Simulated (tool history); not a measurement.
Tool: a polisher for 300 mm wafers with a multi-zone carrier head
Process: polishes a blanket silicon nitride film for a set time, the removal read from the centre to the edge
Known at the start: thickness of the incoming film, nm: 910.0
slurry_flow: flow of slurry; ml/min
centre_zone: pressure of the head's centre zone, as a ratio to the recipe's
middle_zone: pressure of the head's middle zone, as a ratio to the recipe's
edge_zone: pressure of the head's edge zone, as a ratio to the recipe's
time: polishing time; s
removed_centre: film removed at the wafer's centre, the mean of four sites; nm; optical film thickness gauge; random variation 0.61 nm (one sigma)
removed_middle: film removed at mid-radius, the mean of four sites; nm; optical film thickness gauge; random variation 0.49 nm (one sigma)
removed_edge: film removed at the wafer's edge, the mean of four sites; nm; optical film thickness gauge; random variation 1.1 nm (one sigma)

run    day  slurry_flow  centre_zone  middle_zone  edge_zone  time  removed_centre  removed_middle  removed_edge
  1      0          205            1            1          1    66          91.623          93.278        92.508
  2  0.196          200         1.01         0.98          1    66          92.796          90.502        90.868
  3  0.521          195         1.01         0.96       1.01    66          92.869          88.609        90.594
  4  0.683          190         1.01         0.94       1.02    66          91.596          86.432        88.178
  5  0.888          170         1.01         0.94       1.02    66          89.725           85.45        89.976
  6  1.017          165         1.02         0.93       1.03    66           91.04          82.819        90.545
  7  1.142          160         1.03         0.92       1.03    66          89.761          83.035        90.528
  8  1.308          160         1.04         0.91       1.03    66          90.051          81.675        89.875
  9  1.417          160         1.05          0.9       1.03    66          92.531           81.13         89.68
 10  1.471          155         1.05         0.89       1.03    66          91.455          79.389        88.207

Forecast run 11:
 11  1.733          150         1.06         0.88       1.03    66               ?               ?             ?

Run 11 gave removed_centre 91.601 nm, removed_middle 78.583 nm, removed_edge 88.767 nm.
